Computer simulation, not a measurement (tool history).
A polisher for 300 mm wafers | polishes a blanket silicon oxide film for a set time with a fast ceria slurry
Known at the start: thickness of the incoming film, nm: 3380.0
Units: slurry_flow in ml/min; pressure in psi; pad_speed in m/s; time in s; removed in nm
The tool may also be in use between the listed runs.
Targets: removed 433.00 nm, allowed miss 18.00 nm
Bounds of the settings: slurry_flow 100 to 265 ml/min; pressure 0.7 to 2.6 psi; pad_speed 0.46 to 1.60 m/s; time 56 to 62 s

Run 1, hour 0.0: slurry_flow 170 ml/min, pressure 1.6 psi, pad_speed 1.02 m/s, time 62 s. Result: removed 525.80 nm.
Run 2, hour 5.7: slurry_flow 170 ml/min, pressure 1.6 psi, pad_speed 0.80 m/s, time 62 s. Result: removed 404.13 nm.
Run 3, hour 10.3: slurry_flow 170 ml/min, pressure 1.6 psi, pad_speed 1.00 m/s, time 62 s. Result: removed 496.06 nm.
Run 4, hour 18.4: slurry_flow 190 ml/min, pressure 1.6 psi, pad_speed 1.00 m/s, time 62 s. Result: removed 508.38 nm.
Run 5, hour 22.5: slurry_flow 190 ml/min, pressure 1.6 psi, pad_speed 1.16 m/s, time 62 s. Result: removed 598.89 nm.
Run 6, hour 26.2: slurry_flow 190 ml/min, pressure 1.6 psi, pad_speed 1.16 m/s, time 62 s. Result: removed 597.95 nm.
Run 7, hour 27.9: slurry_flow 190 ml/min, pressure 1.5 psi, pad_speed 1.16 m/s, time 62 s. Result: removed 564.57 nm.
Run 8, hour 31.7: slurry_flow 180 ml/min, pressure 1.0 psi, pad_speed 1.14 m/s, time 62 s. Result: removed 398.53 nm.

Which of these 5 next moves meets every target?
Run A, hour 35.5: slurry_flow 190 ml/min, pressure 1.1 psi, pad_speed 1.12 m/s, time 62 s. Result: removed ?.
Run B, hour 35.5: slurry_flow 185 ml/min, pressure 1.3 psi, pad_speed 0.98 m/s, time 56 s. Result: removed ?.
Run C, hour 35.5: slurry_flow 195 ml/min, pressure 1.1 psi, pad_speed 1.06 m/s, time 56 s. Result: removed ?.
Run D, hour 35.5: slurry_flow 145 ml/min, pressure 0.9 psi, pad_speed 1.30 m/s, time 59 s. Result: removed ?.
Run E, hour 35.5: slurry_flow 185 ml/min, pressure 1.1 psi, pad_speed 0.94 m/s, time 57 s. Result: removed ?.

move  removed
   A   421.55
   B   381.09
   C   362.31
   D   378.65
   E   325.65
A: meets every target
B: further off than the last run
C: further off than the last run
D: further off than the last run
E: further off than the last run
The right move is A.
